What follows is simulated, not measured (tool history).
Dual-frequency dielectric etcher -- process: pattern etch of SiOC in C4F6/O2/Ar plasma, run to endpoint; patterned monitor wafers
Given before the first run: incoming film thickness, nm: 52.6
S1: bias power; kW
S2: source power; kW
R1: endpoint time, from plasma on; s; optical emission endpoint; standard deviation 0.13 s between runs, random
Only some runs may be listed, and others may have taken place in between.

run  hour     S1    S2      R1
  1     0  0.445  0.43  16.622
  2   1.5  0.412  0.43  16.994
  3   6.8  0.399  0.42  17.415
  4  12.1  0.464  0.42  16.558
  5  18.1  0.464  0.38  17.224
  6  21.8  0.464  0.44   16.33
  7  27.1  0.447  0.43   16.54
  8  33.3  0.431  0.42  16.968
  9  35.6  0.417  0.41  17.128
 10  39.6  0.404   0.4  17.531
 11  48.5  0.393  0.39  17.675
 12  52.4  0.393  0.39  17.668
 13  59.7  0.382  0.38  18.072

Run 14 has not been measured yet. What should we expect?
 14    61  0.373  0.38   ?

Run 14 came out at R1 18.15 s.
